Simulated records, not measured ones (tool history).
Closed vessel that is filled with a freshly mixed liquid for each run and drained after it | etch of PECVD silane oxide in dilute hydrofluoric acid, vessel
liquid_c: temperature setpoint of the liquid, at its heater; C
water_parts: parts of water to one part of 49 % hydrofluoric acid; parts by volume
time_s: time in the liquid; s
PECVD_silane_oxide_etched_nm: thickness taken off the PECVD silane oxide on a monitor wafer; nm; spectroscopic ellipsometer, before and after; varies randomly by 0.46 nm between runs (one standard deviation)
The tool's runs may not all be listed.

Run 1, hour 0.0: liquid_c 21.0 C, water_parts 270 parts by volume, time_s 245 s. Result: PECVD_silane_oxide_etched_nm 17.329 nm.
Run 2, hour 4.7: liquid_c 19.0 C, water_parts 270 parts by volume, time_s 245 s. Result: PECVD_silane_oxide_etched_nm 16.232 nm.
Run 3, hour 9.2: liquid_c 20.5 C, water_parts 240 parts by volume, time_s 245 s. Result: PECVD_silane_oxide_etched_nm 19.876 nm.
Run 4, hour 11.6: liquid_c 20.5 C, water_parts 240 parts by volume, time_s 260 s. Result: PECVD_silane_oxide_etched_nm 20.883 nm.
Run 5, hour 15.2: liquid_c 22.0 C, water_parts 210 parts by volume, time_s 260 s. Result: PECVD_silane_oxide_etched_nm 26.331 nm.
Run 6, hour 24.0: liquid_c 23.0 C, water_parts 185 parts by volume, time_s 260 s. Result: PECVD_silane_oxide_etched_nm 31.809 nm.
Run 7, hour 26.0: liquid_c 24.0 C, water_parts 170 parts by volume, time_s 260 s. Result: PECVD_silane_oxide_etched_nm 36.016 nm.
Run 8, hour 34.9: liquid_c 24.5 C, water_parts 155 parts by volume, time_s 260 s. Result: PECVD_silane_oxide_etched_nm 41.681 nm.
Run 9, hour 37.6: liquid_c 25.0 C, water_parts 145 parts by volume, time_s 260 s. Result: PECVD_silane_oxide_etched_nm 45.508 nm.
Run 10, hour 45.2: liquid_c 25.5 C, water_parts 140 parts by volume, time_s 260 s. Result: PECVD_silane_oxide_etched_nm 48.415 nm.
Run 11, hour 47.9: liquid_c 26.0 C, water_parts 135 parts by volume, time_s 260 s. Result: PECVD_silane_oxide_etched_nm 51.360 nm.
Run 12, hour 53.5: liquid_c 26.0 C, water_parts 135 parts by volume, time_s 260 s. Result: PECVD_silane_oxide_etched_nm 51.163 nm.
Run 13, hour 57.7: liquid_c 26.5 C, water_parts 130 parts by volume, time_s 260 s. Result: PECVD_silane_oxide_etched_nm 54.616 nm.
Run 14, hour 64.5: liquid_c 27.0 C, water_parts 125 parts by volume, time_s 260 s. Result: PECVD_silane_oxide_etched_nm 57.770 nm.
Run 15, hour 69.2: liquid_c 27.0 C, water_parts 125 parts by volume, time_s 260 s. Result: PECVD_silane_oxide_etched_nm 58.855 nm.
Run 16, hour 70.9: liquid_c 27.0 C, water_parts 125 parts by volume, time_s 260 s. Result: PECVD_silane_oxide_etched_nm 58.129 nm.
Run 17, hour 79.4: liquid_c 27.5 C, water_parts 125 parts by volume, time_s 260 s. Result: PECVD_silane_oxide_etched_nm 60.644 nm.
Run 18, hour 83.0: liquid_c 27.5 C, water_parts 125 parts by volume, time_s 260 s. Result: PECVD_silane_oxide_etched_nm 59.686 nm.
Run 19, hour 90.1: liquid_c 29.0 C, water_parts 90 parts by volume, time_s 260 s. Result: PECVD_silane_oxide_etched_nm 91.496 nm.
Run 20, hour 96.0: liquid_c 28.5 C, water_parts 90 parts by volume, time_s 260 s. Result: PECVD_silane_oxide_etched_nm 90.358 nm.
Run 21, hour 102.8: liquid_c 28.0 C, water_parts 90 parts by volume, time_s 260 s. Result: PECVD_silane_oxide_etched_nm 89.076 nm.
Run 22, hour 105.7: liquid_c 27.0 C, water_parts 90 parts by volume, time_s 260 s. Result: PECVD_silane_oxide_etched_nm 85.282 nm.
Run 23, hour 108.5: liquid_c 26.0 C, water_parts 90 parts by volume, time_s 260 s. Result: PECVD_silane_oxide_etched_nm 82.024 nm.

Run 24 has not been measured yet. What should we expect?
Run 24, hour 112.8: liquid_c 26.0 C, water_parts 90 parts by volume, time_s 260 s. Result: PECVD_silane_oxide_etched_nm ?.

{"run 24": {"PECVD_silane_oxide_etched_nm": 83.037}}
